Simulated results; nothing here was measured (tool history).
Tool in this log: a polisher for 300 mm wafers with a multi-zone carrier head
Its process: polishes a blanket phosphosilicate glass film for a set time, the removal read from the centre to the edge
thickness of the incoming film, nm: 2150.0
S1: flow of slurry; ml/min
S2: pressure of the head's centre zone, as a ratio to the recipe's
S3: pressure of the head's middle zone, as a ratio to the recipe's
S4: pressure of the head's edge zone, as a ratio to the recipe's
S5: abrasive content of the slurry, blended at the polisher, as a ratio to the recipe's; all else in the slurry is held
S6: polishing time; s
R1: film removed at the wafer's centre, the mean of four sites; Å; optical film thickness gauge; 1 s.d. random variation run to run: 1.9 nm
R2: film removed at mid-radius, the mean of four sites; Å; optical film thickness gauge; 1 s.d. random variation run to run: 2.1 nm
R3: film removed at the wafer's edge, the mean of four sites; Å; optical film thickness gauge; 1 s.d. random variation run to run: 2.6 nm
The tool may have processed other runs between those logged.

| run | day | S1 | S2 | S3 | S4 | S5 | S6 | R1 | R2 | R3 |
|---|---|---|---|---|---|---|---|---|---|---|
| 1 | 0 | 200 | 1 | 1 | 1 | 1 | 43 | 4951.8 | 5212.3 | 5068.6 |
| 2 | 0.046 | 200 | 1 | 1 | 1 | 1 | 49 | 5655.8 | 5892 | 5647 |
| 3 | 0.175 | 195 | 0.98 | 1 | 0.97 | 0.9 | 45 | 4846.5 | 5113 | 4834 |
| 4 | 0.196 | 195 | 0.98 | 1 | 0.97 | 1 | 45 | 5067.2 | 5374.7 | 5159.4 |
| 5 | 0.375 | 190 | 0.95 | 1 | 0.95 | 0.9 | 42 | 4350.2 | 4701.9 | 4560 |
| 6 | 0.712 | 190 | 0.94 | 1.01 | 0.93 | 0.85 | 40 | 3998.5 | 4381 | 4040.6 |
| 7 | 1.033 | 185 | 0.92 | 1 | 0.92 | 0.8 | 39 | 3657.8 | 4113.6 | 3912.5 |

Run 8 is up next; what results do you expect?
| 8 | 1.208 | 185 | 0.92 | 1 | 0.92 | 0.8 | 39 | ? | ? | ? |

R1: 3583.5 Å
R2: 4106.8 Å
R3: 3827 Å
